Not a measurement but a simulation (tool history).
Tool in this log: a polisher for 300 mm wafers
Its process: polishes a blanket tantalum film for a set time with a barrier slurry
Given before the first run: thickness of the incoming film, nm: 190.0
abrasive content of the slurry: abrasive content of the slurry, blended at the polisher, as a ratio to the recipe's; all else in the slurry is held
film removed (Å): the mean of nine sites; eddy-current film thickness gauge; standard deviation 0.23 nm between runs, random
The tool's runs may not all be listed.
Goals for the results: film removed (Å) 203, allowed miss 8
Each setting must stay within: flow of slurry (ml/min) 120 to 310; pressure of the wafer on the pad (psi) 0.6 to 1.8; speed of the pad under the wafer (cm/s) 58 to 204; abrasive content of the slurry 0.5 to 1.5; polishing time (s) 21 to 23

run	hour	flow of slurry (ml/min)	pressure of the wafer on the pad (psi)	speed of the pad under the wafer (cm/s)	abrasive content of the slurry	polishing time (s)	film removed (Å)
1	0	200	1.2	130	1	23	289.46
2	3.3	200	1.4	130	1	23	333.5
3	9.9	245	1.4	130	1	23	339.39
4	17.9	245	1.3	130	1	23	318.46
5	20.8	245	1.5	130	1	23	365.7
6	24.5	245	1.5	110	1	23	315.48
7	32.4	240	1.2	106	1	23	242.66
8	40.1	240	1.1	106	1	23	228.16

Consider the 5 candidate settings below. Which is the only one whose results all fall within their allowed miss of target?
A	47.8	240	1.2	98	1	21	?
B	47.8	305	1.2	108	0.95	23	?
C	47.8	310	0.9	142	0.9	23	?
D	47.8	260	1.3	104	0.85	22	?
E	47.8	250	1.2	110	0.85	23	?

move	film removed (Å)
A	203.61
B	247.3
C	242.76
D	233.93
E	238.31
A: in spec on every target
B: misses by more than the last run did
C: misses by more than the last run did
D: misses by more than the last run did
E: misses by more than the last run did
Answer: A
